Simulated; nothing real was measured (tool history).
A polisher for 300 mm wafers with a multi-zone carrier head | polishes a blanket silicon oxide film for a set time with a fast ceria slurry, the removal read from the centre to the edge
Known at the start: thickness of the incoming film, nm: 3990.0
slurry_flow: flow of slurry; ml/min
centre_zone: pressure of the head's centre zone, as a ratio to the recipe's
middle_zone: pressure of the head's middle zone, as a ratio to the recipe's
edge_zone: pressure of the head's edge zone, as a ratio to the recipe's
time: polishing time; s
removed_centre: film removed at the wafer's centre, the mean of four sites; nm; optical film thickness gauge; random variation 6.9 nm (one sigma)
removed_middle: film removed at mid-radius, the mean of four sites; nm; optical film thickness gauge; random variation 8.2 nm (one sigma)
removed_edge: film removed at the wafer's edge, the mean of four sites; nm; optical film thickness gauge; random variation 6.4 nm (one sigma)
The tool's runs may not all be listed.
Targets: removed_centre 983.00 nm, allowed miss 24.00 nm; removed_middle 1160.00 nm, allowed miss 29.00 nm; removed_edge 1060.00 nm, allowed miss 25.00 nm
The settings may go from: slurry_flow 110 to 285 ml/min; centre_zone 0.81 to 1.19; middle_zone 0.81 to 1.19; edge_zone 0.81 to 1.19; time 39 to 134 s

| run | hour | slurry_flow | centre_zone | middle_zone | edge_zone | time | removed_centre | removed_middle | removed_edge |
|---|---|---|---|---|---|---|---|---|---|
| 1 | 0.0 | 180 | 1.00 | 1.00 | 1.00 | 86 | 1002.10 | 922.25 | 955.02 |
| 2 | 8.9 | 180 | 1.00 | 1.00 | 1.00 | 70 | 812.65 | 753.00 | 781.79 |
| 3 | 16.1 | 215 | 1.00 | 1.00 | 1.00 | 70 | 846.12 | 777.40 | 798.18 |
| 4 | 23.1 | 170 | 1.00 | 1.00 | 1.00 | 70 | 805.76 | 744.69 | 772.59 |
| 5 | 30.8 | 170 | 1.00 | 1.00 | 1.00 | 86 | 984.42 | 922.73 | 949.92 |
| 6 | 32.0 | 180 | 0.99 | 1.02 | 1.01 | 86 | 987.00 | 941.33 | 957.64 |
| 7 | 33.9 | 190 | 0.98 | 1.04 | 1.02 | 86 | 983.87 | 965.57 | 982.10 |
| 8 | 37.4 | 200 | 0.97 | 1.06 | 1.02 | 86 | 981.53 | 982.68 | 978.57 |
| 9 | 39.2 | 205 | 0.96 | 1.08 | 1.02 | 86 | 979.86 | 1014.30 | 978.02 |
| 10 | 44.6 | 210 | 0.95 | 1.09 | 1.03 | 86 | 987.45 | 1035.30 | 977.77 |
| 11 | 48.2 | 215 | 0.94 | 1.10 | 1.04 | 86 | 964.89 | 1043.50 | 998.71 |
| 12 | 49.6 | 220 | 0.94 | 1.11 | 1.04 | 86 | 983.60 | 1040.60 | 993.87 |
| 13 | 52.7 | 240 | 0.86 | 1.19 | 1.09 | 90 | 945.64 | 1164.40 | 1073.80 |

Which of these 5 next moves meets every target?
| A | 55.8 | 280 | 0.91 | 1.19 | 1.11 | 87 | ? | ? | ? |
| B | 55.8 | 260 | 0.81 | 1.11 | 1.03 | 92 | ? | ? | ? |
| C | 55.8 | 270 | 0.84 | 1.16 | 1.11 | 90 | ? | ? | ? |
| D | 55.8 | 170 | 0.86 | 1.18 | 1.08 | 98 | ? | ? | ? |
| E | 55.8 | 220 | 0.82 | 1.19 | 1.09 | 91 | ? | ? | ? |

| move | removed_centre | removed_middle | removed_edge |
|---|---|---|---|
| A | 973.48 | 1142.60 | 1065.40 |
| B | 906.55 | 1129.30 | 1079.70 |
| C | 924.68 | 1152.10 | 1099.30 |
| D | 956.75 | 1190.20 | 1122.70 |
| E | 887.24 | 1161.00 | 1080.00 |
A: meets every target
B: further off than the last run
C: further off than the last run
D: further off than the last run
E: further off than the last run
Answer: A
